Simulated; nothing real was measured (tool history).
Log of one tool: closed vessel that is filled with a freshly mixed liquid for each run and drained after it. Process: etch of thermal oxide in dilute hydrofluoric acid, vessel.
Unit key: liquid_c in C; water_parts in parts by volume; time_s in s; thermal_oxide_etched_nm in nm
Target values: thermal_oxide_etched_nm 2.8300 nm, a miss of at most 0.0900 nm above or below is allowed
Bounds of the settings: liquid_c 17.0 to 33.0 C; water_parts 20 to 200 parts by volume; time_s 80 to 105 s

run,hour,liquid_c,water_parts,time_s,thermal_oxide_etched_nm
1,0.0,25.0,110,105,3.9707
2,1.6,24.0,110,105,3.7364
3,7.4,24.0,85,105,5.0570
4,13.6,24.0,85,105,5.0432
# hour 20.8: hydrofluoric acid flow meter replaced
5,20.8,23.0,90,105,4.9050
6,22.6,23.0,95,105,4.6071
7,24.2,23.0,95,105,4.6410
8,28.7,23.0,100,105,4.4261
9,32.5,23.0,100,105,4.4510
10,38.3,23.5,105,105,4.3356
11,45.9,23.5,115,105,3.9021
12,50.1,23.5,115,105,3.8787

Which of these 5 next moves meets every target?
A,54.3,21.0,135,95,?
B,54.3,27.0,140,80,?
C,54.3,20.0,130,95,?
D,54.3,22.0,110,85,?
E,54.3,22.5,115,80,?

move,thermal_oxide_etched_nm
A,2.6073
B,2.6529
C,2.6153
D,3.0642
E,2.7979
A: takes the biggest miss from the last run beyond its target
B: takes the biggest miss from the last run beyond its target
C: takes the biggest miss from the last run beyond its target
D: closes in on the targets versus the last run, not all within tolerance yet
E: every result within its allowed miss
E meets every target.
